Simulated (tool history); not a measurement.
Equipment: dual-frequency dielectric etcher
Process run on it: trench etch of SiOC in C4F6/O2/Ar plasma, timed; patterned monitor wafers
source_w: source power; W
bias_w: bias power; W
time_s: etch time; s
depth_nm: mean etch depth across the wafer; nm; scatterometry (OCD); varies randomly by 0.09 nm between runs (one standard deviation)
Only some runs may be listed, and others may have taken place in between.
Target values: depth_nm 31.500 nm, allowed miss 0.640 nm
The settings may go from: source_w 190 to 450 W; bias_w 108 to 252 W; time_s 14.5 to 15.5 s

run,day,source_w,bias_w,time_s,depth_nm
1,0.000,320,180,15.5,28.232
2,0.308,320,180,14.5,26.261
3,0.425,360,188,14.5,27.255
4,0.546,360,177,14.5,26.930
5,0.921,390,177,14.5,27.261
6,1.050,400,197,14.5,28.170
7,1.175,410,211,15.0,29.942
8,1.292,420,217,15.0,30.382
9,1.533,420,221,15.0,30.537

4 candidate next runs follow, results not yet known. Just one meets every target within its allowed miss. Identify it.
A,1.775,430,192,15.0,?
B,1.775,450,182,15.5,?
C,1.775,400,251,15.0,?
D,1.775,450,247,15.5,?

move,depth_nm
A,29.504
B,30.342
C,31.485
D,33.262
A: the biggest miss grows against the last run
B: the biggest miss grows against the last run
C: in spec on every target
D: takes the biggest miss from the last run beyond its target
Go with C: it meets all targets.
